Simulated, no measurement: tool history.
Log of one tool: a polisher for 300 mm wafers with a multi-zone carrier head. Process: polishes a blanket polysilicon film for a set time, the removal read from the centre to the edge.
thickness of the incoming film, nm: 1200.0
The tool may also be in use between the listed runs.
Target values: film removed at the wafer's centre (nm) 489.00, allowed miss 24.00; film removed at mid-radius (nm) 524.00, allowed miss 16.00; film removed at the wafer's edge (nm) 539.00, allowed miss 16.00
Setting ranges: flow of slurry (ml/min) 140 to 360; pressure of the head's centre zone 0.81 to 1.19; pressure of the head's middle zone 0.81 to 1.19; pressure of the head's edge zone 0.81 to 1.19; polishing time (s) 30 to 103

run  hour  flow of slurry (ml/min)  pressure of the head's centre zone  pressure of the head's middle zone  pressure of the head's edge zone  polishing time (s)  film removed at the wafer's centre (nm)  film removed at mid-radius (nm)  film removed at the wafer's edge (nm)
  1   0.0                      230                                1.00                                1.00                              1.00                  66                                   391.89                           377.58                                 387.66
  2   1.2                      235                                0.99                                1.02                              1.03                  69                                   410.27                           409.63                                 407.58
  3   4.3                      235                                0.97                                1.01                              1.05                  73                                   421.84                           425.82                                 436.43
  4  11.8                      200                                0.97                                1.01                              1.05                  73                                   389.43                           409.05                                 428.37
  5  16.9                      200                                0.97                                0.93                              1.05                  73                                   399.12                           393.29                                 427.52
  6  17.4                      245                                0.97                                0.93                              1.05                  73                                   404.63                           400.37                                 443.79
  7  18.6                      260                                0.97                                0.96                              1.07                  75                                   432.05                           417.74                                 461.31
  8  20.4                      265                                0.96                                0.99                              1.08                  77                                   432.07                           445.97                                 473.49

Next run, 5 choices. One meets every target within its allowed miss, the rest don't. Which?
  A  22.2                      175                                0.95                                1.03                              1.05                  94                                        ?                                ?                                      ?
  B  22.2                      285                                1.08                                1.13                              0.89                  78                                        ?                                ?                                      ?
  C  22.2                      300                                0.94                                1.19                              0.93                  77                                        ?                                ?                                      ?
  D  22.2                      285                                0.96                                0.86                              1.12                  82                                        ?                                ?                                      ?
  E  22.2                      265                                0.83                                0.81                              1.19                  78                                        ?                                ?                                      ?

move  film removed at the wafer's centre (nm)  film removed at mid-radius (nm)  film removed at the wafer's edge (nm)
   A                                   498.88                           521.62                                 547.58
   B                                   510.14                           502.52                                 442.11
   C                                   440.65                           521.87                                 446.83
   D                                   475.39                           419.90                                 521.21
   E                                   386.81                           377.43                                 508.77
A: all results in spec
B: the biggest miss grows against the last run
C: the furthest-off result lands on target, but another misses its tolerance
D: the biggest miss grows against the last run
E: the biggest miss grows against the last run
Go with A: it meets all targets.
